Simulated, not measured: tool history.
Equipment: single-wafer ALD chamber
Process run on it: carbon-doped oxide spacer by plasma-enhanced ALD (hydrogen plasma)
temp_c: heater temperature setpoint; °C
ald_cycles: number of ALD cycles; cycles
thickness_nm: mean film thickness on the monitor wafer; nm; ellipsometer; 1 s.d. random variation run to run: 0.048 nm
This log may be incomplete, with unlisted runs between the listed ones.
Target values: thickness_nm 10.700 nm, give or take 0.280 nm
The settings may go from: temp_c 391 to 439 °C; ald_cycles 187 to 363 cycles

run 1 hour=0.0 | temp_c=415 ald_cycles=275 | thickness_nm=14.165
run 2 hour=9.1 | temp_c=418 ald_cycles=253 | thickness_nm=12.906
run 3 hour=13.9 | temp_c=412 ald_cycles=253 | thickness_nm=13.148
run 4 hour=17.9 | temp_c=415 ald_cycles=238 | thickness_nm=12.200
run 5 hour=21.6 | temp_c=419 ald_cycles=238 | thickness_nm=12.082
run 6 hour=23.4 | temp_c=419 ald_cycles=270 | thickness_nm=13.759
run 7 hour=32.3 | temp_c=421 ald_cycles=252 | thickness_nm=12.682
run 8 hour=35.6 | temp_c=423 ald_cycles=240 | thickness_nm=12.071
run 9 hour=39.6 | temp_c=424 ald_cycles=231 | thickness_nm=11.532

Consider the 4 candidate settings below. Which is the only one whose results all fall within their allowed miss of target?
run A hour=43.6 | temp_c=420 ald_cycles=213 | thickness_nm=?
run B hour=43.6 | temp_c=426 ald_cycles=230 | thickness_nm=?
run C hour=43.6 | temp_c=428 ald_cycles=230 | thickness_nm=?
run D hour=43.6 | temp_c=421 ald_cycles=198 | thickness_nm=?

move=A thickness_nm=10.805
move=B thickness_nm=11.471
move=C thickness_nm=11.406
move=D thickness_nm=10.016
A: in spec on every target
B: nearer than the last run, and not there yet
C: nearer than the last run, and not there yet
D: carries the result that was furthest off beyond its target, to the other side
Correct choice: A, which meets every target

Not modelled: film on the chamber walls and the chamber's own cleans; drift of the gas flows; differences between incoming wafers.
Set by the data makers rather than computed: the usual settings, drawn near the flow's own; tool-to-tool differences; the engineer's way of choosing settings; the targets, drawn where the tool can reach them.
